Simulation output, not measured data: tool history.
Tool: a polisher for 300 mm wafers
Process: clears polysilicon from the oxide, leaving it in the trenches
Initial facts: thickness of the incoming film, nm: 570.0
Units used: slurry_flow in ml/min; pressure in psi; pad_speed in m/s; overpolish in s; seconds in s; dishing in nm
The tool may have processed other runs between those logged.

Run 1, day 0: slurry_flow 225 ml/min, pressure 2 psi, pad_speed 0.8 m/s, overpolish 22 s. Result: seconds 60.423 s, dishing 42.369 nm.
Run 2, day 0.225: slurry_flow 225 ml/min, pressure 2.1 psi, pad_speed 0.8 m/s, overpolish 18 s. Result: seconds 57.494 s, dishing 42.958 nm.
Run 3, day 0.446: slurry_flow 230 ml/min, pressure 2.1 psi, pad_speed 0.82 m/s, overpolish 24 s. Result: seconds 57.059 s, dishing 42.845 nm.
Run 4, day 0.467: slurry_flow 225 ml/min, pressure 2.1 psi, pad_speed 0.84 m/s, overpolish 20 s. Result: seconds 55.059 s, dishing 42.992 nm.
Run 5, day 0.517: slurry_flow 240 ml/min, pressure 2.1 psi, pad_speed 0.84 m/s, overpolish 19 s. Result: seconds 55.803 s, dishing 42.732 nm.
Run 6, day 0.758: slurry_flow 265 ml/min, pressure 2.2 psi, pad_speed 0.86 m/s, overpolish 16 s. Result: seconds 51.37 s, dishing 42.695 nm.

Run 7 is up next; what results do you expect?
Run 7, day 0.925: slurry_flow 285 ml/min, pressure 2.2 psi, pad_speed 0.86 m/s, overpolish 14 s. Result: seconds ?, dishing ?.

seconds: 51.372 s
dishing: 42.255 nm

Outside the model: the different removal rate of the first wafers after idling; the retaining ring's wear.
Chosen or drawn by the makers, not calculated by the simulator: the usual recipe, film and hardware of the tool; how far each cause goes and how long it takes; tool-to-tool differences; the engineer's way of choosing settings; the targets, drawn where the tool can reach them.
